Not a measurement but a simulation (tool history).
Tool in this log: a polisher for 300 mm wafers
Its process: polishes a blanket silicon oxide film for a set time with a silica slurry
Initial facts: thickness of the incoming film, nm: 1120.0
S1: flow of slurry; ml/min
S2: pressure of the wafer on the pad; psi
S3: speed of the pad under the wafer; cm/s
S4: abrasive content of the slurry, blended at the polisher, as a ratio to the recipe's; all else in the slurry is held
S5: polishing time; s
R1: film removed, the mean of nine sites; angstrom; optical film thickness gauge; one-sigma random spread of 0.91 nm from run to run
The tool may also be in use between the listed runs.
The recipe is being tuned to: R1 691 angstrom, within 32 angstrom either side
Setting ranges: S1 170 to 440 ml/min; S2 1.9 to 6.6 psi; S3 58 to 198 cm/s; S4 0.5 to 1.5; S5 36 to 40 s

run,day,S1,S2,S3,S4,S5,R1
1,0,280,4.2,128,1,40,1675
2,0.158,280,3.6,114,1,40,1314.2
3,0.196,250,3.6,114,1,40,1308.9
4,0.396,250,3.1,104,1,40,1041.2
5,0.729,250,2.8,100,1,40,942.73
6,0.804,250,2.5,98,1,40,834.93
7,1.088,250,2.3,98,1,40,760.07
8,1.183,250,2.2,98,1,40,765.18

Which single option among these 5 for the next run brings every result within its allowed miss of target? Just one does.
A,1.279,265,3.3,64,1.3,39,?
B,1.279,265,2.4,104,0.9,40,?
C,1.279,205,2.5,104,1.05,40,?
D,1.279,170,2.6,92,1.15,36,?
E,1.279,265,2.6,94,0.85,36,?

move,R1
A,822.54
B,801.31
C,872.23
D,753.59
E,695.02
A: misses by more than the last run did
B: misses by more than the last run did
C: misses by more than the last run did
D: moves toward the targets from the last run without getting all of them in spec
E: hits every target within its allowed miss
Move E is the one to make.
